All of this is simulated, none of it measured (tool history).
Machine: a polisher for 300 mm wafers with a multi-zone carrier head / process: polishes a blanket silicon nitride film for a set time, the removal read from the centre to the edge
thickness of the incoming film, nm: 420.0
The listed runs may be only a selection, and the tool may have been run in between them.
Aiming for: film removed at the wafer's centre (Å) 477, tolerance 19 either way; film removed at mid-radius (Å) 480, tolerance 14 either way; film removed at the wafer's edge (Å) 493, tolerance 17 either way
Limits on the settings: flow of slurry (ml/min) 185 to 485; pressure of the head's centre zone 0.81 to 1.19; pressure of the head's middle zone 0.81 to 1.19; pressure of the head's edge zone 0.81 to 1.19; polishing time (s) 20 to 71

run,day,flow of slurry (ml/min),pressure of the head's centre zone,pressure of the head's middle zone,pressure of the head's edge zone,polishing time (s),film removed at the wafer's centre (Å),film removed at mid-radius (Å),film removed at the wafer's edge (Å)
1,0,310,1,1,1,45,861.82,900.18,880.28
2,0.067,310,1.05,1,1,45,922.46,890.74,896.5
3,0.304,305,1.02,0.96,0.97,39,766.31,750.68,754.98
4,0.65,305,1.02,1,0.97,39,759.89,775.94,749.79
5,0.938,305,1.1,1,0.97,39,840.17,780.5,750.25
6,1.308,295,1.06,0.96,0.94,35,716.4,666.33,667.86
7,1.35,295,0.96,0.91,0.84,22,401.92,400.71,394.49
8,1.488,295,0.97,0.93,0.89,22,404.06,408.73,410.05
9,1.762,305,0.99,0.95,0.93,22,427.83,413.77,411.48
10,2.133,290,0.99,0.96,0.96,23,440.17,444.98,440.5
11,2.271,280,1,0.96,1,23,444.89,439.8,447.9
12,2.458,275,1.01,0.97,1.03,23,446.17,439,454.7
13,2.696,330,1.04,1.04,1.11,25,507.26,515.24,519.05
14,2.825,315,1.03,1.03,1.1,25,496.03,514.59,517.13
15,3.088,305,1.03,0.97,1.05,23,466.45,443.01,456.25

Which of these 4 next moves meets every target?
A,3.35,245,1.01,0.98,1.03,25,?,?,?
B,3.35,265,0.94,0.93,1,25,?,?,?
C,3.35,305,1.06,0.94,0.96,22,?,?,?
D,3.35,230,1.13,0.94,0.96,22,?,?,?

move,film removed at the wafer's centre (Å),film removed at mid-radius (Å),film removed at the wafer's edge (Å)
A,479.63,477.75,487.44
B,449.96,461.08,483.73
C,453.5,414.55,421.59
D,468.92,403.02,412.75
A: each result inside its tolerance
B: better than the last run, though not everything is in spec
C: its largest miss is bigger than the last run's
D: its largest miss is bigger than the last run's
Go with A: it meets all targets.
